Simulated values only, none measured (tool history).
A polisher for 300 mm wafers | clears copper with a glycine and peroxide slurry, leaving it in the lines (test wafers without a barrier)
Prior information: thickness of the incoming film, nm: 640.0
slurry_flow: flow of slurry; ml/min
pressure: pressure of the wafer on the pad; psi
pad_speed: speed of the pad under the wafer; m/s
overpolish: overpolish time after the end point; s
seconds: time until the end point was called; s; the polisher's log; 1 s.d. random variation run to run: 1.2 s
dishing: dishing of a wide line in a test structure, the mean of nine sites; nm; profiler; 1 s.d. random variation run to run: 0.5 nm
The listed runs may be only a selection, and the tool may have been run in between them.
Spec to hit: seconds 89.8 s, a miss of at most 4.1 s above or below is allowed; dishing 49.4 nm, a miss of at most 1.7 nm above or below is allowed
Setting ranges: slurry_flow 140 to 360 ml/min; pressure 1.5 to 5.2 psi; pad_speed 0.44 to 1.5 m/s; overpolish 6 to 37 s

Run 1, day 0: slurry_flow 230 ml/min, pressure 3.3 psi, pad_speed 0.96 m/s, overpolish 19 s. Result: seconds 114.18 s, dishing 71.677 nm.
Run 2, day 0.221: slurry_flow 230 ml/min, pressure 3.3 psi, pad_speed 0.96 m/s, overpolish 26 s. Result: seconds 116.06 s, dishing 91.646 nm.
Run 3, day 0.338: slurry_flow 230 ml/min, pressure 3.3 psi, pad_speed 0.98 m/s, overpolish 22 s. Result: seconds 110.6 s, dishing 80.634 nm.
Run 4, day 0.483: slurry_flow 230 ml/min, pressure 3.3 psi, pad_speed 1.02 m/s, overpolish 19 s. Result: seconds 105.22 s, dishing 74.651 nm.
Run 5, day 0.721: slurry_flow 230 ml/min, pressure 3.3 psi, pad_speed 1.04 m/s, overpolish 16 s. Result: seconds 105.83 s, dishing 64.381 nm.
Run 6, day 1.046: slurry_flow 175 ml/min, pressure 3.3 psi, pad_speed 1.04 m/s, overpolish 16 s. Result: seconds 107.27 s, dishing 62.999 nm.
Run 7, day 1.396: slurry_flow 180 ml/min, pressure 3.4 psi, pad_speed 1.06 m/s, overpolish 14 s. Result: seconds 104.22 s, dishing 59.553 nm.
Run 8, day 1.667: slurry_flow 190 ml/min, pressure 3.5 psi, pad_speed 1.08 m/s, overpolish 12 s. Result: seconds 99.006 s, dishing 53.247 nm.

Exactly one of the 5 candidate moves below puts every result within its allowed miss. Which one?
Run A, day 1.938: slurry_flow 200 ml/min, pressure 4.1 psi, pad_speed 1.02 m/s, overpolish 10 s. Result: seconds ?, dishing ?.
Run B, day 1.938: slurry_flow 210 ml/min, pressure 3.5 psi, pad_speed 1.14 m/s, overpolish 12 s. Result: seconds ?, dishing ?.
Run C, day 1.938: slurry_flow 170 ml/min, pressure 4 psi, pad_speed 0.96 m/s, overpolish 11 s. Result: seconds ?, dishing ?.
Run D, day 1.938: slurry_flow 225 ml/min, pressure 3.5 psi, pad_speed 0.94 m/s, overpolish 13 s. Result: seconds ?, dishing ?.
Run E, day 1.938: slurry_flow 190 ml/min, pressure 3.3 psi, pad_speed 1.12 m/s, overpolish 10 s. Result: seconds ?, dishing ?.

move  seconds  dishing
   A   92.084    49.65
   B   94.504   56.678
   C   100.41   50.047
   D    110.9   52.983
   E   101.38   45.218
A: every result within its allowed miss
B: its largest miss is bigger than the last run's
C: brings the result that was furthest off to its target, and leaves another outside
D: its largest miss is bigger than the last run's
E: carries the result that was furthest off beyond its target, to the other side
Move A is the one to make.
